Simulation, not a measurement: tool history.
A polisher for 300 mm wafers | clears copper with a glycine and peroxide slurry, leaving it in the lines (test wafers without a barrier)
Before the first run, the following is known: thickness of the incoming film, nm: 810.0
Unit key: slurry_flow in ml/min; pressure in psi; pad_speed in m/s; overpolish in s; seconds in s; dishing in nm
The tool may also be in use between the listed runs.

run,day,slurry_flow,pressure,pad_speed,overpolish,seconds,dishing
1,0,125,3,1.18,14,108.15,69.414
2,0.079,120,2.7,1.18,15,120.6,66.396
3,0.246,120,2.7,1.18,18,117.94,74.835
4,0.483,120,2.7,0.94,18,143.13,68.61
5,0.808,115,2.6,0.94,18,148.23,65.244
6,0.95,110,2.5,0.94,18,156.5,62.729
7,1.192,105,2.4,0.94,18,162.42,58.171
8,1.325,100,2.4,0.94,18,162.11,59.798
9,1.558,100,2.3,0.94,18,172.46,56.856

Run 10 comes next. What will it give?
10,1.871,95,2.3,0.94,18,?,?

{"run 10": {"seconds": 173.16, "dishing": 57.517}}
